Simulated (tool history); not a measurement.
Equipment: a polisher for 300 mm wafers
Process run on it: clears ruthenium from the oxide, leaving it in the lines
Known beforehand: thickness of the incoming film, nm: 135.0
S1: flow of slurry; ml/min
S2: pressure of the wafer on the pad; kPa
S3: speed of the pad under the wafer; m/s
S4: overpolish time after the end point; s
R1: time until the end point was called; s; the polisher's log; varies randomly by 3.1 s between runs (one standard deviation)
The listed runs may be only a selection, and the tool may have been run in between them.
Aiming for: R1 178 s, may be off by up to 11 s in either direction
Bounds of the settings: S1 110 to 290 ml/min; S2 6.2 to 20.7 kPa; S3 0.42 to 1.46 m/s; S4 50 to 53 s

{"run": 1, "day": 0.0, "S1": 185, "S2": 13.1, "S3": 0.94, "S4": 50, "R1": 128.04}
{"run": 2, "day": 0.1, "S1": 185, "S2": 13.1, "S3": 0.94, "S4": 50, "R1": 125.69}
{"run": 3, "day": 0.462, "S1": 185, "S2": 12.4, "S3": 0.94, "S4": 50, "R1": 134.74}
{"run": 4, "day": 0.7, "S1": 210, "S2": 12.4, "S3": 0.94, "S4": 50, "R1": 132.07}
{"run": 5, "day": 0.912, "S1": 210, "S2": 12.4, "S3": 1.1, "S4": 50, "R1": 117.89}
{"run": 6, "day": 1.121, "S1": 210, "S2": 11.7, "S3": 1.1, "S4": 50, "R1": 118.37}
{"run": 7, "day": 1.238, "S1": 210, "S2": 11, "S3": 1.08, "S4": 50, "R1": 129.36}
{"run": 8, "day": 1.608, "S1": 210, "S2": 10.3, "S3": 1.08, "S4": 50, "R1": 140.9}
{"run": 9, "day": 1.779, "S1": 210, "S2": 7.6, "S3": 1.06, "S4": 50, "R1": 189.86}

Exercise: of the 4 proposed moves below, exactly one satisfies all targets within the stated allowed misses. Which move is it?
{"run": "A", "day": 1.95, "S1": 240, "S2": 7.6, "S3": 1.08, "S4": 53, "R1": "?"}
{"run": "B", "day": 1.95, "S1": 240, "S2": 8.3, "S3": 0.88, "S4": 50, "R1": "?"}
{"run": "C", "day": 1.95, "S1": 180, "S2": 7.6, "S3": 1, "S4": 53, "R1": "?"}
{"run": "D", "day": 1.95, "S1": 195, "S2": 7.6, "S3": 1, "S4": 50, "R1": "?"}

move=A R1=178.11
move=B R1=200.04
move=C R1=198.69
move=D R1=196.64
A: every result within its allowed miss
B: further off than the last run
C: further off than the last run
D: further off than the last run
The right move is A.
